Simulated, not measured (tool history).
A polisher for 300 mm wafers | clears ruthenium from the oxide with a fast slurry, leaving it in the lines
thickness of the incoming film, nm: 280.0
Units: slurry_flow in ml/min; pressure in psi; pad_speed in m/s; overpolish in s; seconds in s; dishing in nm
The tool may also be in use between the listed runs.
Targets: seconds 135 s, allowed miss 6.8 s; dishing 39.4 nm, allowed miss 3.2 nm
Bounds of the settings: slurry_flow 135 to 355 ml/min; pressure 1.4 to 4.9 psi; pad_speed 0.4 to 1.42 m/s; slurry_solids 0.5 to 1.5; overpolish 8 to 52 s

Run 1, day 0: slurry_flow 225 ml/min, pressure 3.1 psi, pad_speed 0.9 m/s, slurry_solids 1, overpolish 26 s. Result: seconds 76.991 s, dishing 81.238 nm.
Run 2, day 0.308: slurry_flow 200 ml/min, pressure 3.1 psi, pad_speed 0.9 m/s, slurry_solids 1, overpolish 26 s. Result: seconds 80.485 s, dishing 80.235 nm.
Run 3, day 0.462: slurry_flow 200 ml/min, pressure 3.1 psi, pad_speed 0.9 m/s, slurry_solids 1, overpolish 20 s. Result: seconds 75.918 s, dishing 65.157 nm.
Run 4, day 0.754: slurry_flow 170 ml/min, pressure 3.1 psi, pad_speed 0.9 m/s, slurry_solids 1, overpolish 20 s. Result: seconds 80.881 s, dishing 62.938 nm.
Run 5, day 0.925: slurry_flow 165 ml/min, pressure 2.7 psi, pad_speed 0.9 m/s, slurry_solids 1, overpolish 20 s. Result: seconds 93.615 s, dishing 56.863 nm.
Run 6, day 1.283: slurry_flow 195 ml/min, pressure 2.7 psi, pad_speed 0.9 m/s, slurry_solids 1, overpolish 20 s. Result: seconds 92.478 s, dishing 57.204 nm.
Run 7, day 1.408: slurry_flow 195 ml/min, pressure 2.4 psi, pad_speed 0.9 m/s, slurry_solids 1, overpolish 19 s. Result: seconds 101.1 s, dishing 49.263 nm.
Run 8, day 1.667: slurry_flow 190 ml/min, pressure 2.2 psi, pad_speed 0.9 m/s, slurry_solids 1, overpolish 19 s. Result: seconds 112.3 s, dishing 45.183 nm.
Run 9, day 2.008: slurry_flow 190 ml/min, pressure 2.2 psi, pad_speed 0.9 m/s, slurry_solids 1, overpolish 19 s. Result: seconds 111.86 s, dishing 45.054 nm.
Run 10, day 2.083: slurry_flow 185 ml/min, pressure 2.1 psi, pad_speed 0.9 m/s, slurry_solids 1, overpolish 19 s. Result: seconds 116.76 s, dishing 42.645 nm.
Run 11, day 2.433: slurry_flow 185 ml/min, pressure 2.1 psi, pad_speed 0.9 m/s, slurry_solids 1, overpolish 19 s. Result: seconds 115.9 s, dishing 44.9 nm.
Run 12, day 2.7: slurry_flow 185 ml/min, pressure 2 psi, pad_speed 0.9 m/s, slurry_solids 1, overpolish 19 s. Result: seconds 122.58 s, dishing 42.31 nm.

4 next moves are on the table. One of them brings every result within its allowed miss. Which?
Run A, day 2.967: slurry_flow 155 ml/min, pressure 1.7 psi, pad_speed 0.94 m/s, slurry_solids 1.1, overpolish 25 s. Result: seconds ?, dishing ?.
Run B, day 2.967: slurry_flow 135 ml/min, pressure 2 psi, pad_speed 0.92 m/s, slurry_solids 1.1, overpolish 22 s. Result: seconds ?, dishing ?.
Run C, day 2.967: slurry_flow 140 ml/min, pressure 2.2 psi, pad_speed 0.84 m/s, slurry_solids 0.85, overpolish 20 s. Result: seconds ?, dishing ?.
Run D, day 2.967: slurry_flow 220 ml/min, pressure 1.7 psi, pad_speed 1.08 m/s, slurry_solids 0.9, overpolish 18 s. Result: seconds ?, dishing ?.

move  seconds  dishing
   A   135.79    50.33
   B   122.95   49.045
   C   135.11   41.224
   D    121.3   41.318
A: brings the result that was furthest off to its target, and leaves another outside
B: further off than the last run
C: meets every target
D: further off than the last run
The right move is C.
